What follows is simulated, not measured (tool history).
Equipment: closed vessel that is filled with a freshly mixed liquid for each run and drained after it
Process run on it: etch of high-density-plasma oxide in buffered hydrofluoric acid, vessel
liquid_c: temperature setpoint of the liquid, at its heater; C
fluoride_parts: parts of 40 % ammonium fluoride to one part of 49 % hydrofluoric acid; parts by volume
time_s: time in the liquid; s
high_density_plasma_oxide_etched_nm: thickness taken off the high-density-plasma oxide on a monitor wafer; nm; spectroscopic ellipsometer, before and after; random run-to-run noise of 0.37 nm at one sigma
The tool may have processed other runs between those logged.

run	hour	liquid_c	fluoride_parts	time_s	high_density_plasma_oxide_etched_nm
1	0.0	22.0	20.0	30	21.338
2	1.4	23.5	19.0	30	23.997
3	5.8	23.5	24.5	30	20.228
4	13.6	25.0	22.5	30	23.455
5	21.1	26.0	21.0	30	25.579
6	24.0	27.0	19.0	30	29.742

Expected results for the next run?
7	31.2	27.5	18.0	30	?

Logged for run 7: high_density_plasma_oxide_etched_nm 31.831 nm.

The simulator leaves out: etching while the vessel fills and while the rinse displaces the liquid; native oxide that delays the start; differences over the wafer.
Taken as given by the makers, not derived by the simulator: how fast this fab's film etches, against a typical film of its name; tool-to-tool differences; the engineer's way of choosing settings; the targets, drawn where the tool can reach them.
